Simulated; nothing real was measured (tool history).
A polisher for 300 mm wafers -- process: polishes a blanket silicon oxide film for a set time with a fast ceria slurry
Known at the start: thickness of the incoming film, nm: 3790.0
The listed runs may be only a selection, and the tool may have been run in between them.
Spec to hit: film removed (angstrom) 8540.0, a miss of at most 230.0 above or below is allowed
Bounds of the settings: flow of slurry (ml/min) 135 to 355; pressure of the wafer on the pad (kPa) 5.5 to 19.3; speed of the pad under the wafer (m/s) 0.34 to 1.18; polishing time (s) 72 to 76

run,hour,flow of slurry (ml/min),pressure of the wafer on the pad (kPa),speed of the pad under the wafer (m/s),polishing time (s),film removed (angstrom)
1,0.0,225,12.4,0.76,72,5128.6
2,5.4,230,13.8,0.76,72,5703.6
3,7.3,230,13.8,0.76,72,5720.8
4,16.2,230,13.8,0.76,76,6040.6
5,18.3,230,13.8,0.68,76,5389.1
6,18.9,235,15.2,0.68,76,6011.8
7,26.0,240,15.9,0.68,76,6225.0
8,29.0,240,15.9,0.68,76,6241.1
9,30.6,240,16.5,0.70,76,6756.2
10,31.3,240,17.2,0.70,76,6966.3
11,32.1,265,19.3,0.74,76,8233.0

5 next moves are on the table. One of them brings every result within its allowed miss. Which?
A,32.9,295,19.3,0.64,76,?
B,32.9,290,19.3,0.80,76,?
C,32.9,270,19.3,0.82,75,?
D,32.9,295,18.6,0.78,76,?
E,32.9,320,17.9,0.76,73,?

move,film removed (angstrom)
A,7241.6
B,8975.6
C,9019.6
D,8462.5
E,7686.7
A: its largest miss is bigger than the last run's
B: the result that was furthest off in the last run now lies on the other side of its target
C: the result that was furthest off in the last run now lies on the other side of its target
D: each result inside its tolerance
E: its largest miss is bigger than the last run's
The move that meets every target is D.
